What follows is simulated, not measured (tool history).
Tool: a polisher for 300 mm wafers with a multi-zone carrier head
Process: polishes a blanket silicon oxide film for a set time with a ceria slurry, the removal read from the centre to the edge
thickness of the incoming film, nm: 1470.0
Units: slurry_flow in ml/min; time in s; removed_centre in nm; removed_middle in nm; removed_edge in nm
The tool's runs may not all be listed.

run  hour  slurry_flow  centre_zone  middle_zone  edge_zone  time  removed_centre  removed_middle  removed_edge
  1   0.0          280         1.00         1.00       1.00    90          344.83          346.73        347.87
  2   2.8          285         1.02         0.98       1.03    91          356.97          341.38        368.21
  3   6.0          295         1.04         0.98       1.04    91          363.30          343.89        360.93
  4   7.8          295         1.04         1.01       1.04    91          362.68          345.97        366.19
  5  16.2          295         0.96         1.01       1.04    91          336.86          349.13        365.57
  6  22.7          300         0.99         1.00       1.06    92          351.77          348.95        367.59
  7  27.6          300         0.99         1.00       1.06    92          348.52          349.92        363.34
     29.9  -- slurry nozzle cleaned
  8  29.9          290         1.01         0.98       1.07    94          383.66          368.84        402.94

The next listed run, before its measurement:
  9  33.2          275         1.03         0.96       1.06    93               ?               ?             ?

Run 9 gave removed_centre 390.62 nm, removed_middle 365.93 nm, removed_edge 393.35 nm.
